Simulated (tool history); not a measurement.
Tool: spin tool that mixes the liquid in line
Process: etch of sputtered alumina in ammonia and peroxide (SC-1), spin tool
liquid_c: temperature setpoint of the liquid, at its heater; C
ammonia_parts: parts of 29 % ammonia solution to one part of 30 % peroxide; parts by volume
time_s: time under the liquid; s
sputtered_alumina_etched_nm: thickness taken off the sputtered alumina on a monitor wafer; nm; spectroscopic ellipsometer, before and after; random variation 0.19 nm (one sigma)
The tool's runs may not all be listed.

run 1 day=0 | liquid_c=59 ammonia_parts=0.45 time_s=290 | sputtered_alumina_etched_nm=16.221
run 2 day=0.371 | liquid_c=61.5 ammonia_parts=0.45 time_s=290 | sputtered_alumina_etched_nm=18.541
run 3 day=0.479 | liquid_c=61.5 ammonia_parts=0.35 time_s=290 | sputtered_alumina_etched_nm=17.905
run 4 day=0.838 | liquid_c=61.5 ammonia_parts=0.35 time_s=310 | sputtered_alumina_etched_nm=19.216
run 5 day=1.2 | liquid_c=63 ammonia_parts=0.35 time_s=310 | sputtered_alumina_etched_nm=20.902
run 6 day=1.388 | liquid_c=64 ammonia_parts=0.35 time_s=310 | sputtered_alumina_etched_nm=21.636

The next listed run, before its measurement:
run 7 day=1.708 | liquid_c=64.5 ammonia_parts=0.35 time_s=310 | sputtered_alumina_etched_nm=?

sputtered_alumina_etched_nm: 22.188 nm
